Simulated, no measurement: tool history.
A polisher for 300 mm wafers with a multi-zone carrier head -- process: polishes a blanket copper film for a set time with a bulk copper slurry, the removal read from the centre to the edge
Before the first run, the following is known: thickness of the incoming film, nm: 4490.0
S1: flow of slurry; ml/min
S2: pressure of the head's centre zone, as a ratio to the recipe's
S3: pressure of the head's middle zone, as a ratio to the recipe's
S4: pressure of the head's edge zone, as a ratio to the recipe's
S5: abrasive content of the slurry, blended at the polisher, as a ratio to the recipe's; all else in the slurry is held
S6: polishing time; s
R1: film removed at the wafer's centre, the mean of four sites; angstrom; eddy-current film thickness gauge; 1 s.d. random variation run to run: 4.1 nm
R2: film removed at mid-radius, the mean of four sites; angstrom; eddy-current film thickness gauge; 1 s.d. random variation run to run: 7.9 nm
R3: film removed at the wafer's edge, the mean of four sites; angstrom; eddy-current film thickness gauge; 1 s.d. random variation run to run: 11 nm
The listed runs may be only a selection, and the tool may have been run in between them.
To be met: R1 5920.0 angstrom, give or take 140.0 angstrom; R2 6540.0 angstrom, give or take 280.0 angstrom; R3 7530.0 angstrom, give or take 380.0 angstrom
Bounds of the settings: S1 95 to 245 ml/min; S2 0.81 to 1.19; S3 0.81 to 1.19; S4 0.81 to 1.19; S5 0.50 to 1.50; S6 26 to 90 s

run 1 hour=0.0 | S1=155 S2=1.00 S3=1.00 S4=1.00 S5=1.00 S6=58 | R1=5681.2 R2=5775.2 R3=5979.8
run 2 hour=4.8 | S1=185 S2=1.00 S3=1.00 S4=1.00 S5=1.00 S6=58 | R1=5949.9 R2=5901.6 R3=6017.5
run 3 hour=13.4 | S1=185 S2=1.00 S3=1.00 S4=1.00 S5=0.80 S6=58 | R1=5568.2 R2=5599.8 R3=5807.8
run 4 hour=21.7 | S1=185 S2=1.00 S3=1.00 S4=1.07 S5=0.80 S6=58 | R1=5671.1 R2=5696.0 R3=5792.8
run 5 hour=28.6 | S1=185 S2=1.00 S3=1.00 S4=1.07 S5=0.80 S6=48 | R1=4638.8 R2=4708.4 R3=4775.8
run 6 hour=34.5 | S1=185 S2=1.00 S3=1.00 S4=1.07 S5=0.60 S6=48 | R1=4458.7 R2=4444.3 R3=4594.8
run 7 hour=39.6 | S1=160 S2=0.96 S3=0.97 S4=1.07 S5=0.85 S6=53 | R1=4897.3 R2=4916.2 R3=5300.9
run 8 hour=45.7 | S1=160 S2=0.96 S3=0.97 S4=1.07 S5=0.85 S6=53 | R1=4899.6 R2=5071.3 R3=5474.2
run 9 hour=51.6 | S1=150 S2=0.94 S3=0.96 S4=1.07 S5=1.00 S6=55 | R1=5005.9 R2=5257.6 R3=5550.9
run 10 hour=57.7 | S1=195 S2=0.85 S3=0.93 S4=1.17 S5=0.90 S6=67 | R1=5635.8 R2=6470.2 R3=7407.6

Below are 4 possible settings for the next run. Only one of them brings all results inside the allowed miss of their targets. Which is it?
run A hour=63.8 | S1=185 S2=0.86 S3=0.93 S4=1.17 S5=0.95 S6=69 | R1=? R2=? R3=?
run B hour=63.8 | S1=180 S2=0.85 S3=0.98 S4=1.15 S5=0.85 S6=68 | R1=? R2=? R3=?
run C hour=63.8 | S1=150 S2=0.90 S3=0.90 S4=1.19 S5=0.85 S6=74 | R1=? R2=? R3=?
run D hour=63.8 | S1=190 S2=0.83 S3=0.94 S4=1.19 S5=0.90 S6=67 | R1=? R2=? R3=?

move=A R1=5955.8 R2=6549.0 R3=7559.0
move=B R1=5646.4 R2=6532.5 R3=7195.4
move=C R1=6276.4 R2=6463.8 R3=7787.4
move=D R1=5544.7 R2=6366.8 R3=7343.0
A: hits every target within its allowed miss
B: just as far off the targets as the last run
C: carries the result that was furthest off beyond its target, to the other side
D: moves away from the targets compared with the last run
Move A is the one to make.
